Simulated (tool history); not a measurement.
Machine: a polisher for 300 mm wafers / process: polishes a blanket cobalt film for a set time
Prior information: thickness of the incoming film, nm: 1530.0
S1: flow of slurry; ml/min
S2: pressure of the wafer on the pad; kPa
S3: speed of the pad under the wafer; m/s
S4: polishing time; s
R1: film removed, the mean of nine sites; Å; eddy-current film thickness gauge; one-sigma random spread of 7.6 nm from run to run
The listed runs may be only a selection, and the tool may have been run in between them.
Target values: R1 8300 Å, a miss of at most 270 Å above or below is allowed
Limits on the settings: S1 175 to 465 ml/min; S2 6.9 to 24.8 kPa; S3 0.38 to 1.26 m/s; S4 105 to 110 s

run,hour,S1,S2,S3,S4,R1
1,0,295,15.9,0.82,105,4444
2,4.2,335,15.9,0.82,105,4589
3,6.3,345,17.2,0.82,105,4953.3
4,8,350,18.6,0.82,105,5241.5
5,11.4,295,18.6,0.82,105,5202.8
6,12.1,295,19.3,0.84,105,5520.1
7,13.6,295,20,0.86,105,5795.1
8,21.7,300,20.7,0.88,105,6032.3
9,24.6,300,20.7,0.88,105,6151.5
10,29.2,300,21.4,0.9,105,6339.2

Of the 5 settings listed for the next run, only one would bring every result within its allowed miss of target. Which one?
A,33.8,355,21.4,0.7,105,?
B,33.8,340,19.3,0.82,106,?
C,33.8,335,20.7,0.8,108,?
D,33.8,460,24.8,0.96,107,?
E,33.8,270,15.9,0.9,105,?

move,R1
A,5145.8
B,5516.8
C,5823.1
D,8286.3
E,4940.6
A: moves away from the targets compared with the last run
B: moves away from the targets compared with the last run
C: moves away from the targets compared with the last run
D: each result inside its tolerance
E: moves away from the targets compared with the last run
Go with D: it meets all targets.
